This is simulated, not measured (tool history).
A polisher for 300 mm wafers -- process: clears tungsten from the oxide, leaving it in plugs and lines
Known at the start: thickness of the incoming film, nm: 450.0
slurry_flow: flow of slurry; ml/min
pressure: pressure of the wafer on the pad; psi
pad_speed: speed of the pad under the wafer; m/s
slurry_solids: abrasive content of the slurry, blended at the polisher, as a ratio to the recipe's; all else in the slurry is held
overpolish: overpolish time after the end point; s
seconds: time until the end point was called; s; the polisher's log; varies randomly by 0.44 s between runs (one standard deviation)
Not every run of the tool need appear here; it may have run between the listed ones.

Run 1, hour 0.0: slurry_flow 175 ml/min, pressure 4.8 psi, pad_speed 1.00 m/s, slurry_solids 1.0, overpolish 8 s. Result: seconds 65.951 s.
Run 2, hour 5.9: slurry_flow 175 ml/min, pressure 4.8 psi, pad_speed 0.88 m/s, slurry_solids 1.0, overpolish 8 s. Result: seconds 72.369 s.
Run 3, hour 13.1: slurry_flow 180 ml/min, pressure 5.5 psi, pad_speed 0.88 m/s, slurry_solids 1.0, overpolish 8 s. Result: seconds 64.658 s.
Run 4, hour 17.0: slurry_flow 180 ml/min, pressure 4.6 psi, pad_speed 0.88 m/s, slurry_solids 1.0, overpolish 8 s. Result: seconds 76.668 s.
Run 5, hour 18.1: slurry_flow 180 ml/min, pressure 4.6 psi, pad_speed 1.06 m/s, slurry_solids 1.0, overpolish 8 s. Result: seconds 64.794 s.
Run 6, hour 26.1: slurry_flow 180 ml/min, pressure 4.6 psi, pad_speed 1.06 m/s, slurry_solids 1.0, overpolish 8 s. Result: seconds 64.320 s.
Run 7, hour 29.4: slurry_flow 180 ml/min, pressure 5.2 psi, pad_speed 1.06 m/s, slurry_solids 1.0, overpolish 8 s. Result: seconds 57.673 s.
Run 8, hour 31.7: slurry_flow 180 ml/min, pressure 5.7 psi, pad_speed 1.06 m/s, slurry_solids 1.0, overpolish 8 s. Result: seconds 52.771 s.
Run 9, hour 38.4: slurry_flow 180 ml/min, pressure 6.0 psi, pad_speed 1.06 m/s, slurry_solids 1.0, overpolish 8 s. Result: seconds 50.263 s.
Run 10, hour 43.8: slurry_flow 180 ml/min, pressure 6.3 psi, pad_speed 1.06 m/s, slurry_solids 1.0, overpolish 8 s. Result: seconds 48.340 s.

Run 11 is up next; what results do you expect?
Run 11, hour 46.2: slurry_flow 180 ml/min, pressure 6.5 psi, pad_speed 1.06 m/s, slurry_solids 1.0, overpolish 8 s. Result: seconds ?.

{"run 11": {"seconds": 46.851}}
